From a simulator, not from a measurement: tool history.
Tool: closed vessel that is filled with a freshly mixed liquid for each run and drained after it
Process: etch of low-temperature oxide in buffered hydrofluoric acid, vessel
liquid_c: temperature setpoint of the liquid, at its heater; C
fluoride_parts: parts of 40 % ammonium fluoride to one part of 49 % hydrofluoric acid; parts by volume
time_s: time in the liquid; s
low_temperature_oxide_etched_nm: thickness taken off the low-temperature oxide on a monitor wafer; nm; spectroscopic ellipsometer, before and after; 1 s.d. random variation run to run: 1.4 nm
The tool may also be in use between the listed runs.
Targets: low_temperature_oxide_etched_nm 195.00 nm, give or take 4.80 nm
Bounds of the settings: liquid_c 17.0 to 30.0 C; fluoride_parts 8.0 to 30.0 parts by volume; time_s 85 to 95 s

run  hour  liquid_c  fluoride_parts  time_s  low_temperature_oxide_etched_nm
  1   0.0      22.0            21.5      85                           165.69
  2   4.2      19.0            21.5      85                           139.78
  3  12.5      19.0            26.0      85                           122.86
  4  14.8      19.0            30.0      85                           109.80
  5  20.1      19.0            30.0      85                           109.68
  6  23.3      21.5            30.0      85                           125.72
  7  29.1      23.5            30.0      85                           142.38
  8  34.7      25.0            30.0      85                           153.55
  9  36.3      26.0            30.0      85                           160.90
 10  41.8      30.0            29.5      85                           202.22

Of the 5 settings listed for the next run, only one would bring every result within its allowed miss of target. Which one?
  A  47.3      28.5            30.0      95                                ?
  B  47.3      29.5            28.5      90                                ?
  C  47.3      29.0            27.0      85                                ?
  D  47.3      29.5            30.0      85                                ?
  E  47.3      28.5            27.5      90                                ?

move  low_temperature_oxide_etched_nm
   A                           207.54
   B                           214.80
   C                           204.95
   D                           195.90
   E                           208.65
A: misses by more than the last run did
B: misses by more than the last run did
C: misses by more than the last run did
D: every result lands within tolerance
E: misses by more than the last run did
So the answer is move D, the one that meets all the targets.
